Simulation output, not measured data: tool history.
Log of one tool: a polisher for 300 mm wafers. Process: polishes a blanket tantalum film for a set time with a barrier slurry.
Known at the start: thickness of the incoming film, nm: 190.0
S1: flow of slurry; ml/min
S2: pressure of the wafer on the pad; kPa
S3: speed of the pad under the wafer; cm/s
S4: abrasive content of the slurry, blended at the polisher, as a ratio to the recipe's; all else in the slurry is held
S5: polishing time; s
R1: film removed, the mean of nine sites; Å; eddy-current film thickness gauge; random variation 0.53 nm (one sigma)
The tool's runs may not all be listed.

{"run": 1, "hour": 0.0, "S1": 205, "S2": 17.2, "S3": 88, "S4": 1.0, "S5": 26, "R1": 570.52}
{"run": 2, "hour": 4.0, "S1": 210, "S2": 17.9, "S3": 88, "S4": 1.0, "S5": 26, "R1": 594.69}
{"run": 3, "hour": 6.2, "S1": 210, "S2": 17.9, "S3": 100, "S4": 1.0, "S5": 26, "R1": 666.28}
{"run": 4, "hour": 8.2, "S1": 210, "S2": 17.9, "S3": 100, "S4": 1.0, "S5": 23, "R1": 589.05}
{"run": 5, "hour": 11.1, "S1": 180, "S2": 17.9, "S3": 100, "S4": 1.0, "S5": 23, "R1": 591.06}
{"run": 6, "hour": 19.5, "S1": 185, "S2": 18.6, "S3": 100, "S4": 1.0, "S5": 23, "R1": 613.5}
{"run": 7, "hour": 24.6, "S1": 190, "S2": 19.3, "S3": 100, "S4": 1.0, "S5": 23, "R1": 625.41}

The next listed run, before its measurement:
{"run": 8, "hour": 25.9, "S1": 195, "S2": 20.0, "S3": 100, "S4": 1.0, "S5": 23, "R1": "?"}

{"run 8": {"R1": 647.64}}
